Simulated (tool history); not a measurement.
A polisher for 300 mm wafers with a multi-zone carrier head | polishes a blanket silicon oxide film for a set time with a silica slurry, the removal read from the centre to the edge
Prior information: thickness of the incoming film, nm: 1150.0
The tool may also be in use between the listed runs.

run	hour	flow of slurry (ml/min)	pressure of the head's centre zone	pressure of the head's middle zone	pressure of the head's edge zone	abrasive content of the slurry	polishing time (s)	film removed at the wafer's centre (nm)	film removed at mid-radius (nm)	film removed at the wafer's edge (nm)
1	0.0	165	1.00	1.00	1.00	1.00	87	390.63	379.46	383.72
2	1.3	165	1.00	1.05	1.00	1.00	87	386.68	384.43	385.81
3	7.8	165	1.00	1.05	1.00	1.15	87	404.98	415.51	402.56
4	15.9	165	1.00	1.05	1.00	1.35	87	431.06	429.84	434.63
5	24.3	165	1.00	1.03	0.99	1.25	85	408.56	404.86	403.49
6	31.8	165	1.03	1.03	0.99	1.25	85	424.14	412.50	407.97
7	35.7	165	1.03	1.01	0.98	1.15	83	406.31	384.20	384.56
8	40.3	150	1.00	0.96	0.88	0.90	70	290.38	275.60	268.51
9	42.7	145	1.00	0.95	0.88	0.90	70	287.56	273.83	274.74
10	50.3	145	1.01	0.95	0.87	0.90	70	289.52	271.99	270.41
11	56.8	145	1.01	0.95	0.86	0.90	70	297.59	274.80	273.57
12	64.5	145	1.01	0.95	0.86	0.90	70	290.23	277.06	275.01

Run 13, settings as shown, results not yet in. Your forecast:
13	69.6	150	1.01	0.95	0.86	0.85	70	?	?	?

film removed at the wafer's centre (nm): 285.92
film removed at mid-radius (nm): 265.00
film removed at the wafer's edge (nm): 264.23
